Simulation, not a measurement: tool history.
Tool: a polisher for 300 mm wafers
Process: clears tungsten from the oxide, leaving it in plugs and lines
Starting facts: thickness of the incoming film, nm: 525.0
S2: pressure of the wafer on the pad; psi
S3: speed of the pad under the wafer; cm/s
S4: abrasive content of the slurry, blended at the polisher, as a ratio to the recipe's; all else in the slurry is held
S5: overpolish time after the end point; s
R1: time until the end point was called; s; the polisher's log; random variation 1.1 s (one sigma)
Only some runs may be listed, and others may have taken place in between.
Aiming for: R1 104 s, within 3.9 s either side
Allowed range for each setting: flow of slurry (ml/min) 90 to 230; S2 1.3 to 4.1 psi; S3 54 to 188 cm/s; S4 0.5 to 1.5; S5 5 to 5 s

Run 1, hour 0: flow of slurry (ml/min) 150, S2 2.7 psi, S3 120 cm/s, S4 1, S5 5 s. Result: R1 146.72 s.
Run 2, hour 7.4: flow of slurry (ml/min) 150, S2 2.2 psi, S3 120 cm/s, S4 1, S5 5 s. Result: R1 170.64 s.
Run 3, hour 10.5: flow of slurry (ml/min) 135, S2 2.2 psi, S3 120 cm/s, S4 1, S5 5 s. Result: R1 177.86 s.
Run 4, hour 15.8: flow of slurry (ml/min) 135, S2 1.6 psi, S3 120 cm/s, S4 1, S5 5 s. Result: R1 221.94 s.
Run 5, hour 21.7: flow of slurry (ml/min) 145, S2 2.1 psi, S3 122 cm/s, S4 1, S5 5 s. Result: R1 176.52 s.
Run 6, hour 22.8: flow of slurry (ml/min) 145, S2 1.5 psi, S3 122 cm/s, S4 1, S5 5 s. Result: R1 225.82 s.
Run 7, hour 25.8: flow of slurry (ml/min) 150, S2 2 psi, S3 124 cm/s, S4 1, S5 5 s. Result: R1 185.32 s.
Run 8, hour 31.8: flow of slurry (ml/min) 150, S2 2.4 psi, S3 126 cm/s, S4 1, S5 5 s. Result: R1 156.38 s.
Run 9, hour 35.5: flow of slurry (ml/min) 165, S2 3.1 psi, S3 128 cm/s, S4 1, S5 5 s. Result: R1 119.8 s.
Run 10, hour 39.4: flow of slurry (ml/min) 165, S2 3.2 psi, S3 128 cm/s, S4 1, S5 5 s. Result: R1 119.69 s.
Run 11, hour 47.7: flow of slurry (ml/min) 165, S2 3.3 psi, S3 128 cm/s, S4 1, S5 5 s. Result: R1 115.27 s.

Which one of the following 4 next-run settings gets every result inside its allowed miss? There is exactly one.
Run A, hour 56: flow of slurry (ml/min) 125, S2 3.6 psi, S3 132 cm/s, S4 0.85, S5 5 s. Result: R1 ?.
Run B, hour 56: flow of slurry (ml/min) 90, S2 3.9 psi, S3 132 cm/s, S4 1.15, S5 5 s. Result: R1 ?.
Run C, hour 56: flow of slurry (ml/min) 165, S2 3.5 psi, S3 138 cm/s, S4 0.95, S5 5 s. Result: R1 ?.
Run D, hour 56: flow of slurry (ml/min) 175, S2 3.2 psi, S3 132 cm/s, S4 1.1, S5 5 s. Result: R1 ?.

move      R1
   A  115.95
   B  109.83
   C  104.66
   D  111.91
A: further off than the last run
B: better than the last run, though not everything is in spec
C: in spec on every target
D: better than the last run, though not everything is in spec
Move C is the one to make.
